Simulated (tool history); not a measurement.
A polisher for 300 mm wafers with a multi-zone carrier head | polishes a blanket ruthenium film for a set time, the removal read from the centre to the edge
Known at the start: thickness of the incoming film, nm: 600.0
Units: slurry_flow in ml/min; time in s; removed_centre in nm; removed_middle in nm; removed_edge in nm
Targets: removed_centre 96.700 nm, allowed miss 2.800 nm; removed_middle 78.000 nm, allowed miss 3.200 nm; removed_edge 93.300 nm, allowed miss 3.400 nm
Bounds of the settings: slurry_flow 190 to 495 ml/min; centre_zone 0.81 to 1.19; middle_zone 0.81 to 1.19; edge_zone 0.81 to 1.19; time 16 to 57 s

run,hour,slurry_flow,centre_zone,middle_zone,edge_zone,time,removed_centre,removed_middle,removed_edge
1,0.0,320,1.00,1.00,1.00,36,56.304,56.292,58.645
2,8.5,325,1.04,0.98,1.04,39,64.043,59.607,64.596
3,17.1,325,1.04,0.98,0.96,39,63.693,60.454,61.614
4,25.5,325,0.99,0.98,0.96,39,60.913,60.405,62.811
5,29.0,325,0.99,0.98,0.96,42,65.247,65.963,66.166
6,35.8,330,1.02,0.96,1.01,44,70.166,66.486,71.489
7,44.4,335,1.05,0.96,1.05,46,75.786,68.521,76.191
8,47.0,335,1.07,0.96,1.08,48,80.495,74.023,81.021
9,50.9,340,1.09,0.95,1.10,49,83.861,74.717,81.598
10,55.3,335,1.10,0.93,1.11,50,87.779,74.958,85.106

5 next moves are on the table. One of them brings every result within its allowed miss. Which?
A,59.7,210,1.07,0.90,1.08,57,?,?,?
B,59.7,270,1.08,1.04,1.15,54,?,?,?
C,59.7,400,1.03,0.97,0.94,54,?,?,?
D,59.7,325,1.11,0.89,1.11,55,?,?,?
E,59.7,265,1.11,0.82,1.18,52,?,?,?

move,removed_centre,removed_middle,removed_edge
A,91.676,78.078,93.249
B,90.289,85.675,92.811
C,89.083,83.416,86.168
D,96.128,77.808,94.162
E,89.066,67.548,90.725
A: nearer than the last run, and not there yet
B: nearer than the last run, and not there yet
C: nearer than the last run, and not there yet
D: meets every target
E: as far off as the last run
Answer: D
